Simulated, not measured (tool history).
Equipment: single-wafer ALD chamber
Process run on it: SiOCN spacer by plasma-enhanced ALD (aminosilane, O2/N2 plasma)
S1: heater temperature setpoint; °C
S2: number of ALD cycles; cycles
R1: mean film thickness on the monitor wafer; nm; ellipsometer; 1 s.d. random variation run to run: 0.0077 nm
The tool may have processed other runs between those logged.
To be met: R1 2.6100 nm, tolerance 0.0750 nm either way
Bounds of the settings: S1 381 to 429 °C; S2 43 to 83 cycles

run	day	S1	S2	R1
1	0.000	405	63	3.7175
2	0.254	405	69	4.0756
3	0.346	410	60	3.5122
4	0.596	415	54	3.0999
5	0.925	415	49	2.8295
6	1.112	416	48	2.7468
7	1.292	416	48	2.7505
8	1.500	416	48	2.7654
9	1.692	419	44	2.5042
10	2.029	418	44	2.5095
11	2.133	416	47	2.6981
12	2.158	417	47	2.7061

Next run, 4 choices. One meets every target within its allowed miss, the rest don't. Which?
A	2.183	423	46	?
B	2.183	414	51	?
C	2.183	420	52	?
D	2.183	407	49	?

move	R1
A	2.6032
B	2.9604
C	2.9680
D	2.8997
A: all results in spec
B: its largest miss is bigger than the last run's
C: its largest miss is bigger than the last run's
D: its largest miss is bigger than the last run's
The right move is A.

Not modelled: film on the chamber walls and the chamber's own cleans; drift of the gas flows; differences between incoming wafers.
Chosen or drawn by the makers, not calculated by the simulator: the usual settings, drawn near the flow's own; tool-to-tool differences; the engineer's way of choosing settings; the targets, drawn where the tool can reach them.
